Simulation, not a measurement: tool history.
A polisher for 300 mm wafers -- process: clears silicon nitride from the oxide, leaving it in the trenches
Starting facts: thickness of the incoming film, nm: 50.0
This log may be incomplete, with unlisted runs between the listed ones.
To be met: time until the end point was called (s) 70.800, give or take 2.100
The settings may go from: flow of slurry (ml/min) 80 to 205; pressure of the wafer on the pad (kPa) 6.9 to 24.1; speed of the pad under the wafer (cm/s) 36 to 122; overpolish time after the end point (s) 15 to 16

run	hour	flow of slurry (ml/min)	pressure of the wafer on the pad (kPa)	speed of the pad under the wafer (cm/s)	overpolish time after the end point (s)	time until the end point was called (s)
1	0.0	135	15.2	78	15	98.830
2	3.2	135	15.2	68	15	113.970
3	9.2	135	15.2	50	15	151.480
4	12.7	135	11.7	50	15	178.110
5	17.2	155	11.7	50	15	172.870
6	22.1	155	11.7	50	15	172.940
7	28.2	160	13.8	52	15	149.580
8	30.1	165	15.9	54	15	131.260
9	31.8	170	17.2	56	15	118.740
10	32.5	170	18.6	58	15	107.310
11	37.8	185	22.8	64	15	83.116
12	45.7	185	22.8	66	15	80.058
13	54.7	185	23.4	68	15	77.236
14	59.6	185	24.1	70	15	73.555

Next run, 4 choices. One meets every target within its allowed miss, the rest don't. Which?
A	64.5	160	23.4	76	15	?
B	64.5	170	24.1	78	15	?
C	64.5	205	22.8	80	15	?
D	64.5	175	24.1	78	15	?

move	time until the end point was called (s)
A	71.362
B	67.116
C	65.877
D	66.683
A: all results land within tolerance of their targets
B: takes the result that was furthest off past its target
C: takes the result that was furthest off past its target
D: takes the result that was furthest off past its target
The move that meets every target is A.

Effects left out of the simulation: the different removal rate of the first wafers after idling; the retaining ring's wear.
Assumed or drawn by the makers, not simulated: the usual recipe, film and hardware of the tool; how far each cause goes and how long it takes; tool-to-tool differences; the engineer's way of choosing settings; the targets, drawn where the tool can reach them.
